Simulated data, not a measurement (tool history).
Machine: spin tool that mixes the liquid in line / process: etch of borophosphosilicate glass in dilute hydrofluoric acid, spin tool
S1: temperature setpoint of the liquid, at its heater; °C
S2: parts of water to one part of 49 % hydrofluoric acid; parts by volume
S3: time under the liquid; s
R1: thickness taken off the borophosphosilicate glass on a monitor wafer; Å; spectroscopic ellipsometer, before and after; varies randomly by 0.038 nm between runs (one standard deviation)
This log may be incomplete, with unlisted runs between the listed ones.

run  hour    S1  S2  S3      R1
  1     0    22  75  15  98.274
  2   2.1    23  75  15  101.79
  3  10.5    23  75  15  102.08
  4  13.4  21.5  75  15  96.591
  5  21.5  22.5  75  15  100.58
  6    24  23.5  75  15  104.37

Expected results for the next run?
  7  25.4  24  75  15   ?

R1: 106.39 Å
